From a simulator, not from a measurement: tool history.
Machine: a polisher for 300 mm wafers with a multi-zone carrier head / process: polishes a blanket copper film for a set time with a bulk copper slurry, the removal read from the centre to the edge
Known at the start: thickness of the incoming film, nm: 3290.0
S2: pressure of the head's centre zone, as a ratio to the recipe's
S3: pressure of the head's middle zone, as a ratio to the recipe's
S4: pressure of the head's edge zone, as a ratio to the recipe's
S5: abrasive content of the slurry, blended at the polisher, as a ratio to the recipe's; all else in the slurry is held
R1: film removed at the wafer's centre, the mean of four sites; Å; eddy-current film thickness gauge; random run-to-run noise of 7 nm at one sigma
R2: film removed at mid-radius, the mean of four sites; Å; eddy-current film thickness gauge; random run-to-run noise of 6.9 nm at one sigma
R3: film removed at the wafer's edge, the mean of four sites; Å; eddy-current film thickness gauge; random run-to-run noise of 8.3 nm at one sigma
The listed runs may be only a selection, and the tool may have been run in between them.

{"run": 1, "hour": 0.0, "flow of slurry (ml/min)": 250, "S2": 1, "S3": 1, "S4": 1, "S5": 1, "polishing time (s)": 87, "R1": 7548.8, "R2": 7712.5, "R3": 7741.5}
{"run": 2, "hour": 3.3, "flow of slurry (ml/min)": 250, "S2": 1, "S3": 1, "S4": 1, "S5": 1, "polishing time (s)": 97, "R1": 8455.1, "R2": 8561.3, "R3": 8543.9}
{"run": 3, "hour": 9.0, "flow of slurry (ml/min)": 260, "S2": 1.02, "S3": 1, "S4": 1.02, "S5": 1.05, "polishing time (s)": 97, "R1": 8758.2, "R2": 8724.8, "R3": 8699.7}
{"run": 4, "hour": 12.0, "flow of slurry (ml/min)": 260, "S2": 1.02, "S3": 0.95, "S4": 1.02, "S5": 1.05, "polishing time (s)": 97, "R1": 8673.9, "R2": 8291, "R3": 8841.6}
{"run": 5, "hour": 18.5, "flow of slurry (ml/min)": 205, "S2": 1.02, "S3": 0.95, "S4": 1.02, "S5": 1.05, "polishing time (s)": 97, "R1": 8240.3, "R2": 8029, "R3": 8424.8}
{"run": 6, "hour": 20.1, "flow of slurry (ml/min)": 205, "S2": 1.02, "S3": 0.95, "S4": 1.02, "S5": 1.05, "polishing time (s)": 112, "R1": 9620.4, "R2": 9227.7, "R3": 9637.3}
{"run": 7, "hour": 29.0, "flow of slurry (ml/min)": 220, "S2": 1.02, "S3": 0.95, "S4": 1.02, "S5": 1.05, "polishing time (s)": 112, "R1": 9751.9, "R2": 9405.4, "R3": 9933.3}
{"run": 8, "hour": 30.2, "flow of slurry (ml/min)": 230, "S2": 1.03, "S3": 0.95, "S4": 1.02, "S5": 1.05, "polishing time (s)": 112, "R1": 9876.6, "R2": 9578.3, "R3": 9993.7}
{"run": 9, "hour": 34.3, "flow of slurry (ml/min)": 240, "S2": 1.04, "S3": 0.95, "S4": 1.02, "S5": 1.05, "polishing time (s)": 112, "R1": 10020, "R2": 9474, "R3": 9997.3}
{"hour": 34.9, "done": "slurry nozzle cleaned"}
{"run": 10, "hour": 34.9, "flow of slurry (ml/min)": 250, "S2": 1.05, "S3": 0.95, "S4": 1.02, "S5": 1.05, "polishing time (s)": 112, "R1": 10602, "R2": 9892.5, "R3": 10334}

For run 11, what comes out?
{"run": 11, "hour": 43.9, "flow of slurry (ml/min)": 255, "S2": 1.05, "S3": 0.95, "S4": 1.02, "S5": 1.05, "polishing time (s)": 112, "R1": "?", "R2": "?", "R3": "?"}

R1: 10626 Å
R2: 10010 Å
R3: 10437 Å
